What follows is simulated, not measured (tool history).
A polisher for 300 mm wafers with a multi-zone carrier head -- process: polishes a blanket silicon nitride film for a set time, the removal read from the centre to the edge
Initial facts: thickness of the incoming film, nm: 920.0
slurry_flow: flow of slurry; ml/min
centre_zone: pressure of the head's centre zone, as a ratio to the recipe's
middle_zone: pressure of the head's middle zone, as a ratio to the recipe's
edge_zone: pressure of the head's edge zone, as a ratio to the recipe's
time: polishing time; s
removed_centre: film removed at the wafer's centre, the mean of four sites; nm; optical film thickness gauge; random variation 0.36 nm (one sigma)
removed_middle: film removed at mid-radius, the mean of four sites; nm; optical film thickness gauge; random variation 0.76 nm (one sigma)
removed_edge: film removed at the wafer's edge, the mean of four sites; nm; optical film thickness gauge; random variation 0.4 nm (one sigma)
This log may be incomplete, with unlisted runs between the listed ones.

run  hour  slurry_flow  centre_zone  middle_zone  edge_zone  time  removed_centre  removed_middle  removed_edge
  1   0.0          305         1.00         1.00       1.00    49          73.092          74.236        71.904
  2   7.7          305         1.00         1.00       0.97    49          72.656          74.604        71.612
  3   8.7          240         1.00         1.00       0.97    49          70.411          72.710        69.791
  4  12.9          240         1.00         1.06       0.97    49          70.502          75.841        69.324
  5  21.6          240         1.03         1.06       0.97    49          72.999          75.024        69.717
  6  24.9          240         1.03         1.13       0.97    49          73.455          80.248        69.873
  7  30.2          230         0.98         1.06       0.95    46          65.449          73.431        64.398
  8  33.4          220         0.95         1.00       0.97    43          58.728          62.658        61.113
  9  36.1          220         0.95         1.00       0.97    43          58.921          62.178        60.025
 10  38.5          215         0.92         0.98       0.96    42          55.521          59.540        59.479
 11  41.1          210         0.90         0.97       0.94    41          53.161          59.080        55.614
 12  46.1          205         0.88         0.95       0.95    41          52.188          57.186        56.687

For run 13, what comes out?
 13  54.4          200         0.87         0.94       0.94    41               ?               ?             ?

{"run 13": {"removed_centre": 51.25, "removed_middle": 57.934, "removed_edge": 55.86}}
